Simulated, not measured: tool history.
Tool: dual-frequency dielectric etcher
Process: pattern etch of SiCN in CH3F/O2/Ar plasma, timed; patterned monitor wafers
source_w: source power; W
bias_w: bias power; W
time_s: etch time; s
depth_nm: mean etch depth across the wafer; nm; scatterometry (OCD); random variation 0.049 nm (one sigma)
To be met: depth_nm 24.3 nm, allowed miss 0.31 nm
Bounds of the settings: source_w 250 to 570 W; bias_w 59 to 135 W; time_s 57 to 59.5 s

{"run": 1, "hour": 0.0, "source_w": 410, "bias_w": 97, "time_s": 57, "depth_nm": 26.27}
{"run": 2, "hour": 6.3, "source_w": 400, "bias_w": 97, "time_s": 57, "depth_nm": 26.057}
{"run": 3, "hour": 10.5, "source_w": 390, "bias_w": 97, "time_s": 57, "depth_nm": 25.784}
{"run": 4, "hour": 16.1, "source_w": 370, "bias_w": 97, "time_s": 57, "depth_nm": 25.292}
{"run": 5, "hour": 21.3, "source_w": 430, "bias_w": 97, "time_s": 57, "depth_nm": 26.907}
{"run": 6, "hour": 25.0, "source_w": 430, "bias_w": 97, "time_s": 57, "depth_nm": 26.859}
{"run": 7, "hour": 25.5, "source_w": 420, "bias_w": 97, "time_s": 57, "depth_nm": 26.56}
{"run": 8, "hour": 30.4, "source_w": 410, "bias_w": 97, "time_s": 57, "depth_nm": 26.336}
{"run": 9, "hour": 36.2, "source_w": 400, "bias_w": 97, "time_s": 57, "depth_nm": 26.129}
{"run": 10, "hour": 45.0, "source_w": 400, "bias_w": 97, "time_s": 57, "depth_nm": 26.097}
{"run": 11, "hour": 50.6, "source_w": 390, "bias_w": 97, "time_s": 57, "depth_nm": 25.794}
{"run": 12, "hour": 55.3, "source_w": 380, "bias_w": 97, "time_s": 57, "depth_nm": 25.578}
{"run": 13, "hour": 59.2, "source_w": 370, "bias_w": 97, "time_s": 57, "depth_nm": 25.3}
{"run": 14, "hour": 60.9, "source_w": 350, "bias_w": 97, "time_s": 57, "depth_nm": 24.7}

5 next moves are on the table. One of them brings every result within its allowed miss. Which?
{"run": "A", "hour": 62.6, "source_w": 370, "bias_w": 91, "time_s": 58.5, "depth_nm": "?"}
{"run": "B", "hour": 62.6, "source_w": 300, "bias_w": 96, "time_s": 58, "depth_nm": "?"}
{"run": "C", "hour": 62.6, "source_w": 250, "bias_w": 120, "time_s": 58, "depth_nm": "?"}
{"run": "D", "hour": 62.6, "source_w": 310, "bias_w": 104, "time_s": 59, "depth_nm": "?"}
{"run": "E", "hour": 62.6, "source_w": 320, "bias_w": 109, "time_s": 57, "depth_nm": "?"}

move=A depth_nm=25.122
move=B depth_nm=23.507
move=C depth_nm=24.47
move=D depth_nm=25.261
move=E depth_nm=25.323
A: further off than the last run
B: takes the result that was furthest off past its target
C: meets every target
D: further off than the last run
E: further off than the last run
The right move is C.

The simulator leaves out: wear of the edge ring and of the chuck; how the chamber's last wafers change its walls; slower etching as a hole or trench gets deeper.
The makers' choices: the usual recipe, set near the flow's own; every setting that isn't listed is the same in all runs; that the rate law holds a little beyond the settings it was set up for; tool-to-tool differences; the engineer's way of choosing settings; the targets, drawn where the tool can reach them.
